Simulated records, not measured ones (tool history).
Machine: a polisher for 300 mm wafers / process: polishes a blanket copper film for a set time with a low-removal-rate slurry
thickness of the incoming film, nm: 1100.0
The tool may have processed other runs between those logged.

| run | day | flow of slurry (ml/min) | pressure of the wafer on the pad (kPa) | speed of the pad under the wafer (m/s) | abrasive content of the slurry | polishing time (s) | film removed (nm) |
|---|---|---|---|---|---|---|---|
| 1 | 0.000 | 240 | 17.9 | 1.06 | 1.0 | 36 | 90.690 |
| 2 | 0.229 | 240 | 18.6 | 1.06 | 1.0 | 36 | 94.133 |
| 3 | 0.446 | 240 | 19.3 | 1.06 | 1.0 | 36 | 96.020 |
| 4 | 0.717 | 240 | 19.3 | 1.06 | 1.1 | 36 | 97.886 |
| 5 | 0.875 | 300 | 19.3 | 1.06 | 1.1 | 36 | 98.563 |
| 6 | 1.175 | 300 | 20.0 | 1.06 | 1.1 | 36 | 102.470 |

Run 7 is up next; what results do you expect?
| 7 | 1.483 | 300 | 20.7 | 1.06 | 1.1 | 36 | ? |

Run 7 measured film removed (nm) 106.270.
